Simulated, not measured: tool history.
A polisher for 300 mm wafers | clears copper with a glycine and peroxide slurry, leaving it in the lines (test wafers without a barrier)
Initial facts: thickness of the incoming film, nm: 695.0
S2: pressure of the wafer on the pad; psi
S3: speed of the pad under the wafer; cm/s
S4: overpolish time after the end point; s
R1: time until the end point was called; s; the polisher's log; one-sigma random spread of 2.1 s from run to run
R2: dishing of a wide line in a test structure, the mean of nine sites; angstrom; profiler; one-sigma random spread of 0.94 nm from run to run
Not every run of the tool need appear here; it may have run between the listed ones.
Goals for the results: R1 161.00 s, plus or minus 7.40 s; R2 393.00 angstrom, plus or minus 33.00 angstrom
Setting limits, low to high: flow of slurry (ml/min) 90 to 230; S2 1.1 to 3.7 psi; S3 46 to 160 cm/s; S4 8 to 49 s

{"run": 1, "hour": 0.0, "flow of slurry (ml/min)": 150, "S2": 2.4, "S3": 102, "S4": 25, "R1": 135.09, "R2": 443.05}
{"run": 2, "hour": 4.3, "flow of slurry (ml/min)": 150, "S2": 2.4, "S3": 120, "S4": 25, "R1": 119.16, "R2": 453.85}
{"run": 3, "hour": 11.0, "flow of slurry (ml/min)": 150, "S2": 2.3, "S3": 120, "S4": 25, "R1": 120.96, "R2": 445.64}
{"run": 4, "hour": 15.9, "flow of slurry (ml/min)": 150, "S2": 2.2, "S3": 120, "S4": 25, "R1": 122.47, "R2": 439.77}
{"run": 5, "hour": 16.5, "flow of slurry (ml/min)": 150, "S2": 2.2, "S3": 120, "S4": 16, "R1": 125.16, "R2": 375.96}
{"run": 6, "hour": 20.8, "flow of slurry (ml/min)": 150, "S2": 2.6, "S3": 120, "S4": 16, "R1": 111.37, "R2": 379.33}
{"run": 7, "hour": 29.1, "flow of slurry (ml/min)": 150, "S2": 2.5, "S3": 120, "S4": 16, "R1": 112.53, "R2": 394.85}
{"run": 8, "hour": 30.4, "flow of slurry (ml/min)": 145, "S2": 1.9, "S3": 112, "S4": 18, "R1": 143.97, "R2": 359.69}
{"run": 9, "hour": 36.8, "flow of slurry (ml/min)": 145, "S2": 1.9, "S3": 112, "S4": 19, "R1": 146.99, "R2": 349.19}
{"hour": 43.6, "done": "worn pad replaced by a new one"}
{"run": 10, "hour": 43.6, "flow of slurry (ml/min)": 145, "S2": 1.9, "S3": 112, "S4": 20, "R1": 139.79, "R2": 398.38}

4 next moves are on the table. One of them brings every result within its allowed miss. Which?
{"run": "A", "hour": 50.4, "flow of slurry (ml/min)": 140, "S2": 2.4, "S3": 116, "S4": 17, "R1": "?", "R2": "?"}
{"run": "B", "hour": 50.4, "flow of slurry (ml/min)": 135, "S2": 1.5, "S3": 92, "S4": 18, "R1": "?", "R2": "?"}
{"run": "C", "hour": 50.4, "flow of slurry (ml/min)": 175, "S2": 1.3, "S3": 98, "S4": 17, "R1": "?", "R2": "?"}
{"run": "D", "hour": 50.4, "flow of slurry (ml/min)": 195, "S2": 1.8, "S3": 90, "S4": 23, "R1": "?", "R2": "?"}

move=A R1=116.12 R2=392.41
move=B R1=186.53 R2=316.27
move=C R1=183.45 R2=306.17
move=D R1=160.28 R2=392.09
A: misses by more than the last run did
B: carries the result that was furthest off beyond its target, to the other side
C: carries the result that was furthest off beyond its target, to the other side
D: in spec on every target
The right move is D.
